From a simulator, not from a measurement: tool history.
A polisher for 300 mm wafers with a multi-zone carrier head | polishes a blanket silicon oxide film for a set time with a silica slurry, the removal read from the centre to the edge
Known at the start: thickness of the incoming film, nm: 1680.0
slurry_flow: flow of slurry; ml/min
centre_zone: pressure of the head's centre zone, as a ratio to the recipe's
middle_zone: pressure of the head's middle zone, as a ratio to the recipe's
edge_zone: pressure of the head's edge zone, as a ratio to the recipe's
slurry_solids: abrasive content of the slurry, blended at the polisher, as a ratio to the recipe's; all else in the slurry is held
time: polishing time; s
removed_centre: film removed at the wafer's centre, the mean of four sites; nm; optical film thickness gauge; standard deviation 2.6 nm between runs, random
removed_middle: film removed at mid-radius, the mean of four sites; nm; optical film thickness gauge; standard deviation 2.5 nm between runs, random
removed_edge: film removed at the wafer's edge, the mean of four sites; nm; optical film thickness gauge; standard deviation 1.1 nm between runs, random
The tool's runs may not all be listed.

run	hour	slurry_flow	centre_zone	middle_zone	edge_zone	slurry_solids	time	removed_centre	removed_middle	removed_edge
1	0	195	1	1	1	1	59	158.88	158.05	156.62
2	1.9	195	1.03	1	1	1	59	162.06	154.52	157.65
3	7.4	195	1.03	1	1	1	69	199.25	180.9	181.3
4	15.8	195	1.03	1.08	1	1	69	195.54	197.26	183.99
5	16.4	190	1.04	1.08	0.98	1	69	200.59	189.34	180.6
6	21.6	160	1.04	1.08	0.98	1	69	189.76	189.91	177.28

Expected results for the next run?
7	26	160	1.05	1.08	0.97	1	69	?	?	?

removed_centre: 192.99 nm
removed_middle: 187.24 nm
removed_edge: 176.45 nm
